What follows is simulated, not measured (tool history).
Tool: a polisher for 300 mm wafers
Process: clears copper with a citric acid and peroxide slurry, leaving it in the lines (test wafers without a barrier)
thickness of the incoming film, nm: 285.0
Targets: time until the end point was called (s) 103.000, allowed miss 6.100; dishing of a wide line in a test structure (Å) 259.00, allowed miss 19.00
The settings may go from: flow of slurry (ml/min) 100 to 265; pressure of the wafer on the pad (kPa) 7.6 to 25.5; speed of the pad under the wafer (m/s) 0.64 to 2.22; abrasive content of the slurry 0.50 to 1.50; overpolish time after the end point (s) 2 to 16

run  hour  flow of slurry (ml/min)  pressure of the wafer on the pad (kPa)  speed of the pad under the wafer (m/s)  abrasive content of the slurry  overpolish time after the end point (s)  time until the end point was called (s)  dishing of a wide line in a test structure (Å)
  1   0.0                      170                                    16.5                                    1.42                            1.00                                        8                                  133.850                                          134.55
  2   7.8                      170                                    17.2                                    1.42                            1.00                                        8                                  128.300                                          133.88
  3  14.0                      170                                    17.2                                    1.44                            1.00                                        8                                  130.890                                          136.33
  4  20.2                      170                                    17.9                                    1.44                            1.00                                        8                                  122.920                                          146.52
  5  28.6                      170                                    17.9                                    1.66                            1.00                                        8                                  107.230                                          160.05
  6  35.3                      170                                    17.9                                    1.32                            1.00                                        8                                  134.360                                          133.99
  7  36.0                      170                                    22.1                                    1.32                            1.00                                       12                                  111.420                                          225.67
  8  44.8                      170                                    22.8                                    1.34                            1.00                                       12                                  107.250                                          240.85

Which of these 4 next moves meets every target?
  A  53.6                      170                                    22.1                                    1.30                            1.10                                       12                                        ?                                               ?
  B  53.6                      220                                    22.1                                    1.44                            0.80                                       13                                        ?                                               ?
  C  53.6                      165                                    25.5                                    1.38                            1.10                                       10                                        ?                                               ?
  D  53.6                      245                                    23.4                                    1.36                            0.85                                       11                                        ?                                               ?

move  time until the end point was called (s)  dishing of a wide line in a test structure (Å)
   A                                  112.000                                          220.13
   B                                  102.710                                          255.26
   C                                   93.637                                          220.57
   D                                  100.790                                          224.28
A: further off than the last run
B: meets every target
C: further off than the last run
D: further off than the last run
Answer: B
